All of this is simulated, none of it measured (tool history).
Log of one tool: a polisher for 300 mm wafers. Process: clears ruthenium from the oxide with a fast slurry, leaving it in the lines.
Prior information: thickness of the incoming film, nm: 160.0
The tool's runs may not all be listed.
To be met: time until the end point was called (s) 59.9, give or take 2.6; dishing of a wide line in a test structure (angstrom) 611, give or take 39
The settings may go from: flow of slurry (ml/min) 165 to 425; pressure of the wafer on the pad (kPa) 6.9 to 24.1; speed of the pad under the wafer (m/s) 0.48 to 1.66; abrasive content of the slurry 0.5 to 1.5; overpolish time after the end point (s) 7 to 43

run	hour	flow of slurry (ml/min)	pressure of the wafer on the pad (kPa)	speed of the pad under the wafer (m/s)	abrasive content of the slurry	overpolish time after the end point (s)	time until the end point was called (s)	dishing of a wide line in a test structure (angstrom)
1	0	275	15.2	1.06	1	22	43.418	690.19
2	6.4	275	13.8	1.06	1	23	47.726	639.44
3	12.8	275	13.8	1.06	1	30	47.209	814.6
4	18.4	310	13.8	1.06	1	30	47.346	817.7
5	22	310	13.8	1.06	1	26	47.919	694.58
6	24.5	310	13.1	1.06	1	27	49.209	701.79
7	31.2	310	12.4	1.06	1	27	52.389	679.61
8	36	310	11.7	1.06	1	27	55.894	658.64

Which of these 5 next moves meets every target?
A	40.8	325	10.3	1.24	1.1	25	?	?
B	40.8	315	11	0.9	1.3	27	?	?
C	40.8	250	11.7	1.2	0.95	26	?	?
D	40.8	215	12.4	1.2	0.95	29	?	?
E	40.8	270	11.7	1.14	0.95	27	?	?

move	time until the end point was called (s)	dishing of a wide line in a test structure (angstrom)
A	50.058	673.32
B	58.978	623.75
C	51.674	677.71
D	49.896	767.59
E	53.835	675.8
A: further off than the last run
B: in spec on every target
C: further off than the last run
D: further off than the last run
E: further off than the last run
The move that meets every target is B.

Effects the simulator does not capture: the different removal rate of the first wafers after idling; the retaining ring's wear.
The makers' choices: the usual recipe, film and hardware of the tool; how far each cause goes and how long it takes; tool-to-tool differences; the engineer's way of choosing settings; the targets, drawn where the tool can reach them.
